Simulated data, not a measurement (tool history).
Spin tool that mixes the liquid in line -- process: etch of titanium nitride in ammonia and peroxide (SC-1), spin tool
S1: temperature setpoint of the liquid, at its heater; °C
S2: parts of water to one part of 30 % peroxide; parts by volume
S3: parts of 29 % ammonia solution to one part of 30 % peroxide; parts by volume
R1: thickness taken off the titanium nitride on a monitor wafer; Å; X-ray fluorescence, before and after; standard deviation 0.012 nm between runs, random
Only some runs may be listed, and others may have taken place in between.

{"run": 1, "day": 0.0, "S1": 62, "S2": 9, "S3": 0.5, "time under the liquid (s)": 15, "R1": 24.325}
{"run": 2, "day": 0.375, "S1": 68.5, "S2": 9, "S3": 0.5, "time under the liquid (s)": 15, "R1": 36.694}
{"run": 3, "day": 0.471, "S1": 65, "S2": 9, "S3": 0.5, "time under the liquid (s)": 15, "R1": 29.457}
{"run": 4, "day": 0.604, "S1": 65, "S2": 9, "S3": 0.7, "time under the liquid (s)": 15, "R1": 31.095}
{"run": 5, "day": 0.904, "S1": 62, "S2": 9, "S3": 0.7, "time under the liquid (s)": 15, "R1": 25.688}
{"run": 6, "day": 0.996, "S1": 59.5, "S2": 9, "S3": 0.7, "time under the liquid (s)": 15, "R1": 22.204}
{"run": 7, "day": 1.238, "S1": 57.5, "S2": 9, "S3": 0.7, "time under the liquid (s)": 15, "R1": 19.31}
{"run": 8, "day": 1.275, "S1": 56, "S2": 9, "S3": 0.7, "time under the liquid (s)": 15, "R1": 17.393}

For run 9, what comes out?
{"run": 9, "day": 1.367, "S1": 50.5, "S2": 9, "S3": 0.7, "time under the liquid (s)": 15, "R1": "?"}

R1: 12.068 Å

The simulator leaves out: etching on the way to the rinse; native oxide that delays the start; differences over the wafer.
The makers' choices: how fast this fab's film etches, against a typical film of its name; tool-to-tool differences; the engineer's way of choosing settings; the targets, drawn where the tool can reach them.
